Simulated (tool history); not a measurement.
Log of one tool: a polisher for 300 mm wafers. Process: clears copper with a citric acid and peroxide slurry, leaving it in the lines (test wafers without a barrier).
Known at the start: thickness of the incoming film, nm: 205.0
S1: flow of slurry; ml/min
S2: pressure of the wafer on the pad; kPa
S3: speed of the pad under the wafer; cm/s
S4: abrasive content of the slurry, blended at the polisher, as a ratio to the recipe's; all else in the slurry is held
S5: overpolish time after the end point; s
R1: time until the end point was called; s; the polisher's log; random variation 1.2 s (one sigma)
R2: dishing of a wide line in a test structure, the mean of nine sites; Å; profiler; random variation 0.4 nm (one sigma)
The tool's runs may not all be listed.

run 1 hour=0.0 | S1=180 S2=15.9 S3=86 S4=1.0 S5=21 | R1=152.22 R2=207.84
run 2 hour=4.3 | S1=180 S2=15.9 S3=102 S4=1.0 S5=21 | R1=128.60 R2=252.55
run 3 hour=13.1 | S1=180 S2=15.9 S3=84 S4=1.0 S5=21 | R1=150.39 R2=215.65
run 4 hour=17.4 | S1=180 S2=15.9 S3=84 S4=0.8 S5=21 | R1=160.80 R2=206.83
run 5 hour=25.1 | S1=180 S2=15.9 S3=84 S4=0.8 S5=15 | R1=158.21 R2=154.00
run 6 hour=27.9 | S1=180 S2=15.9 S3=84 S4=0.8 S5=22 | R1=163.37 R2=213.19
run 7 hour=36.0 | S1=205 S2=20.0 S3=86 S4=0.8 S5=14 | R1=125.45 R2=182.28
run 8 hour=42.9 | S1=205 S2=21.4 S3=86 S4=0.8 S5=15 | R1=119.06 R2=203.93
run 9 hour=43.7 | S1=205 S2=22.8 S3=86 S4=0.8 S5=15 | R1=108.45 R2=214.38

Forecast run 10:
run 10 hour=51.4 | S1=205 S2=23.4 S3=86 S4=0.8 S5=16 | R1=? R2=?

{"run 10": {"R1": 108.25, "R2": 235.02}}
